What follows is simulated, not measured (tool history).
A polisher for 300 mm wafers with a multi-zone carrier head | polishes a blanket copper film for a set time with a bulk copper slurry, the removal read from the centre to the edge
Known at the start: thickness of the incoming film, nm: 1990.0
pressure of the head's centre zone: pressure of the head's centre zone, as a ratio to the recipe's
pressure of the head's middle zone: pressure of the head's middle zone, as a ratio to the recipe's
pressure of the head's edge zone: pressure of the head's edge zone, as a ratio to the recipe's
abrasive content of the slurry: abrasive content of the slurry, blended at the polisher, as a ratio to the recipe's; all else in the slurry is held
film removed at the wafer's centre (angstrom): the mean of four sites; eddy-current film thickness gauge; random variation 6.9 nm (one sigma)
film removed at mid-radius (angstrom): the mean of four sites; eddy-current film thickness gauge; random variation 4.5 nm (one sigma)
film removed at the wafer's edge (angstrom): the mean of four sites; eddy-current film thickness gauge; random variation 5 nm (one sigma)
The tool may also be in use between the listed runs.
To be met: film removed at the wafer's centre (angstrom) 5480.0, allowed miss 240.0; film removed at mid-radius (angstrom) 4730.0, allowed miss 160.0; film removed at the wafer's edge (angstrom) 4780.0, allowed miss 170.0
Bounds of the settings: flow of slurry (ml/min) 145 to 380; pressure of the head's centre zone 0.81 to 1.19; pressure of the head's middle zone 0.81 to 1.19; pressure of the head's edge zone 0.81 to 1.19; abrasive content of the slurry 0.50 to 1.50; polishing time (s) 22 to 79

run	hour	flow of slurry (ml/min)	pressure of the head's centre zone	pressure of the head's middle zone	pressure of the head's edge zone	abrasive content of the slurry	polishing time (s)	film removed at the wafer's centre (angstrom)	film removed at mid-radius (angstrom)	film removed at the wafer's edge (angstrom)
1	0.0	245	1.00	1.00	1.00	1.00	50	6552.9	6305.0	6332.7
2	1.6	245	1.05	1.00	1.00	1.00	50	6979.3	6242.4	6222.5
3	2.8	245	1.05	1.00	1.06	1.00	50	6978.3	6246.8	6597.3
4	9.7	240	1.04	0.97	1.02	0.90	50	6631.1	5845.7	6160.9
5	14.2	235	1.03	0.95	0.98	0.85	50	6471.6	5715.6	5938.4
6	18.1	235	1.03	0.95	0.91	0.85	50	6365.7	5696.9	5750.0
7	24.6	235	1.03	0.94	0.89	0.80	49	6225.9	5404.4	5467.5
8	28.4	230	1.02	0.93	0.88	0.75	49	6038.7	5304.9	5317.3

Which of these 4 next moves meets every target?
A	32.2	215	1.15	1.13	0.81	0.50	53	?	?	?
B	32.2	220	1.06	1.05	0.81	0.70	50	?	?	?
C	32.2	255	1.05	0.81	0.93	0.80	49	?	?	?
D	32.2	250	1.03	0.91	0.89	0.60	47	?	?	?

move	film removed at the wafer's centre (angstrom)	film removed at mid-radius (angstrom)	film removed at the wafer's edge (angstrom)
A	6539.2	5549.4	4699.7
B	6422.0	5625.5	5012.1
C	6604.8	4922.3	5530.1
D	5644.5	4620.6	4717.6
A: further off than the last run
B: further off than the last run
C: further off than the last run
D: meets every target
The right move is D.

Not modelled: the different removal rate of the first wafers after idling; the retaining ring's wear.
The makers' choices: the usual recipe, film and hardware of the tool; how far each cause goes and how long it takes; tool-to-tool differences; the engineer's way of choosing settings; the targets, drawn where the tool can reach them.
